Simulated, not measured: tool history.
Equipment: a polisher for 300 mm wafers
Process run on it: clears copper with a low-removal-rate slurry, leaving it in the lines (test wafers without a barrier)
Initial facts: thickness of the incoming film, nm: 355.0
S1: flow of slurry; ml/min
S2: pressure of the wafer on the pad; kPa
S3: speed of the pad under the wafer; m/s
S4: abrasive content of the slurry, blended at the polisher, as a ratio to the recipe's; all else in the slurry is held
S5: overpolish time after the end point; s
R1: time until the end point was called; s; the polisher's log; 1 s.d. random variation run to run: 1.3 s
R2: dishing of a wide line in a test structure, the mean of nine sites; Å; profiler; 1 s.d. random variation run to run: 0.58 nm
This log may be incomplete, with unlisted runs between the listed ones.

| run | day | S1 | S2 | S3 | S4 | S5 | R1 | R2 |
|---|---|---|---|---|---|---|---|---|
| 1 | 0 | 255 | 22.8 | 1.24 | 1 | 16 | 99.809 | 421.45 |
| 2 | 0.167 | 255 | 24.1 | 1.24 | 1 | 15 | 96.258 | 402.94 |
| 3 | 0.3 | 255 | 25.5 | 1.24 | 1 | 15 | 91.232 | 424.12 |
| 4 | 0.342 | 255 | 25.5 | 1.24 | 1 | 11 | 93.132 | 323.42 |
| 5 | 0.392 | 255 | 25.5 | 1.24 | 1 | 15 | 91.253 | 423.13 |
| 6 | 0.504 | 255 | 25.5 | 1.24 | 1.2 | 15 | 87.572 | 439.98 |
| 7 | 0.654 | 255 | 26.2 | 1.24 | 1.2 | 15 | 86.699 | 442.35 |

Run 8, settings as shown, results not yet in. Your forecast:
| 8 | 0.742 | 255 | 26.9 | 1.24 | 1.2 | 15 | ? | ? |

Logged for run 8: R1 83.723 s, R2 461.22 Å.
